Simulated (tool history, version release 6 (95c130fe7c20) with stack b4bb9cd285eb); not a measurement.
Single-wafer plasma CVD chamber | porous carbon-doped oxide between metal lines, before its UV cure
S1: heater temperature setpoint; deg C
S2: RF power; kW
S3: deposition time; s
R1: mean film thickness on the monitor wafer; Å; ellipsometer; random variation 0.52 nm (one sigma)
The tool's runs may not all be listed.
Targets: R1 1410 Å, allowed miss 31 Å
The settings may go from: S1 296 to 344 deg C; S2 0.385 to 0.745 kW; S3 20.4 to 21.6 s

run,hour,S1,S2,S3,R1
1,0,320,0.565,21.6,1180.9
2,7.1,320,0.515,21.6,1069.8
3,13.3,320,0.485,21.6,1009.1
4,16.5,314,0.53,21.6,1147.6
5,17.5,309,0.55,21.6,1218
6,18.2,305,0.565,21.6,1288.6
7,26.8,302,0.575,21.6,1335.6
8,34.6,300,0.58,21.6,1358.4
9,39.2,299,0.585,21.6,1376.2
10,41.7,299,0.585,21.6,1378.2
11,46.9,299,0.585,21.6,1375.5

Which of these 4 next moves meets every target?
A,52.1,299,0.645,20.4,?
B,52.1,296,0.62,21.4,?
C,52.1,296,0.625,21.6,?
D,52.1,296,0.61,21.6,?

move,R1
A,1423.3
B,1470
C,1493.7
D,1462.3
A: meets every target
B: takes the result that was furthest off past its target
C: takes the result that was furthest off past its target
D: takes the result that was furthest off past its target
The right move is A.
